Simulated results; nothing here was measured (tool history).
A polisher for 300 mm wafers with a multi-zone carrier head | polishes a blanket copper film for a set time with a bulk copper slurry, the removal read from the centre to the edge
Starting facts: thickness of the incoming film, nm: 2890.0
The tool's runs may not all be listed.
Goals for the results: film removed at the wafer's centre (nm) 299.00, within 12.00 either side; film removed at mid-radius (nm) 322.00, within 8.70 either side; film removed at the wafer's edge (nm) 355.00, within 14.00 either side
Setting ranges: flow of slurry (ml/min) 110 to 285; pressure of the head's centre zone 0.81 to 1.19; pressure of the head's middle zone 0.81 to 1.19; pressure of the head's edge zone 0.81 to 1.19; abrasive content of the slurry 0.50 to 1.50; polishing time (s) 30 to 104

run,hour,flow of slurry (ml/min),pressure of the head's centre zone,pressure of the head's middle zone,pressure of the head's edge zone,abrasive content of the slurry,polishing time (s),film removed at the wafer's centre (nm),film removed at mid-radius (nm),film removed at the wafer's edge (nm)
1,0.0,180,1.00,1.00,1.00,1.00,67,478.68,478.61,489.85
2,3.0,180,1.00,0.97,1.00,1.00,67,472.96,462.04,474.86
3,5.0,170,0.96,0.94,1.00,0.90,66,439.86,444.49,459.09
4,8.0,170,0.96,1.01,1.00,0.90,66,437.77,466.21,454.40
5,16.6,170,0.96,1.01,1.00,1.10,66,454.49,482.39,483.19
6,23.6,170,0.96,1.01,1.00,1.10,80,556.89,586.88,588.18
7,27.5,160,0.93,0.97,1.01,1.00,74,484.16,509.04,538.75
# hour 30.4: edge zone pressure recalibrated
8,30.4,155,0.91,0.94,1.00,0.90,70,427.74,461.61,471.56
9,39.0,145,0.90,0.91,1.01,0.85,67,395.19,422.10,442.74
10,40.9,140,0.89,0.89,1.02,0.80,65,374.03,390.44,427.66
11,44.1,135,0.88,0.88,1.02,0.75,64,363.16,379.77,397.25
12,51.0,130,0.86,0.87,1.04,0.70,63,340.67,360.37,396.92
13,54.2,125,0.85,0.86,1.04,0.65,63,321.13,347.12,387.31
14,56.8,125,0.85,0.85,1.03,0.60,63,320.48,336.51,379.82
15,64.6,125,0.84,0.85,1.02,0.60,63,316.43,336.57,383.33
16,70.7,120,0.84,0.86,1.01,0.60,62,308.43,332.62,366.60
17,73.4,120,0.84,0.86,1.00,0.60,62,310.04,334.68,369.95
18,82.2,120,0.84,0.86,0.99,0.60,62,306.15,329.32,366.41
19,88.7,120,0.84,0.86,0.98,0.60,62,307.02,334.15,369.34

Consider the 4 candidate settings below. Which is the only one whose results all fall within their allowed miss of target?
A,95.2,110,0.83,0.86,0.90,0.65,63,?,?,?
B,95.2,110,0.85,0.88,1.03,0.75,56,?,?,?
C,95.2,110,0.92,0.96,0.97,0.75,56,?,?,?
D,95.2,110,0.82,0.84,0.98,0.50,69,?,?,?

move,film removed at the wafer's centre (nm),film removed at mid-radius (nm),film removed at the wafer's edge (nm)
A,310.15,336.95,359.14
B,291.90,315.38,351.62
C,316.33,338.98,341.21
D,315.87,340.76,385.47
A: moves away from the targets compared with the last run
B: every result within its allowed miss
C: moves away from the targets compared with the last run
D: moves away from the targets compared with the last run
So the answer is move B, the one that meets all the targets.
